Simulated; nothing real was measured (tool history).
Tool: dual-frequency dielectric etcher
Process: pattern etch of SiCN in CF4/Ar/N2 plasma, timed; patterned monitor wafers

| run | hour | source power (kW) | bias power (kW) | Ar flow (sccm) | CF4 flow (sccm) | etch time (s) | mean etch depth across the wafer (nm) |
|---|---|---|---|---|---|---|---|
| 1 | 0 | 0.48 | 0.076 | 131 | 79 | 98.5 | 92.91 |
| 2 | 3.8 | 0.43 | 0.075 | 131 | 79 | 98.5 | 82.591 |
| 3 | 6.5 | 0.43 | 0.075 | 131 | 79 | 102.5 | 85.404 |
| 4 | 9.4 | 0.4 | 0.075 | 131 | 79 | 102.5 | 79.295 |
| 5 | 14.5 | 0.38 | 0.075 | 131 | 79 | 102.5 | 75.525 |
| 6 | 19.3 | 0.38 | 0.075 | 131 | 72 | 102.5 | 73.778 |
| 7 | 20.5 | 0.37 | 0.075 | 131 | 72 | 102.5 | 72.419 |

The next listed run, before its measurement:
| 8 | 29.1 | 0.36 | 0.075 | 131 | 72 | 102.5 | ? |

mean etch depth across the wafer (nm): 70.473
